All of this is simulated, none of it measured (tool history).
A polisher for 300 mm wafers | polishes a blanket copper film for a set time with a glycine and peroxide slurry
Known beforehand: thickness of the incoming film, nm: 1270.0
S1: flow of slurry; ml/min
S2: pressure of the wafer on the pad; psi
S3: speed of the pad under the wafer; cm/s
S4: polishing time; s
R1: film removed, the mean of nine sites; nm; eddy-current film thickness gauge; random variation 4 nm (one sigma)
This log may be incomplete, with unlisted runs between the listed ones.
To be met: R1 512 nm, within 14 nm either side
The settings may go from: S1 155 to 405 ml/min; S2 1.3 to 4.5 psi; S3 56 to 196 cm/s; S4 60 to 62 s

run	hour	S1	S2	S3	S4	R1
1	0	260	2.9	126	60	336.48
2	5.7	265	3.2	126	60	358.56
3	11.2	265	3.2	126	62	371.25
4	13	265	3.5	126	62	393.37
5	18.5	265	3.5	98	62	310.14
6	24.9	265	3	98	62	287.05
7	33.4	265	3	98	62	287.04
8	40.2	265	3	98	62	288.46
9	43.7	270	3.4	108	62	338.49

Below are 4 possible settings for the next run. Only one of them brings all results inside the allowed miss of their targets. Which is it?
A	47.2	330	4.4	130	62	?
B	47.2	270	3.4	158	62	?
C	47.2	360	4	148	62	?
D	47.2	290	2	86	60	?

move	R1
A	480.84
B	470.68
C	508.83
D	202.67
A: closer than the last run, but not yet in spec
B: closer than the last run, but not yet in spec
C: all results land within tolerance of their targets
D: lands further from the targets than the last run did
So the answer is move C, the one that meets all the targets.
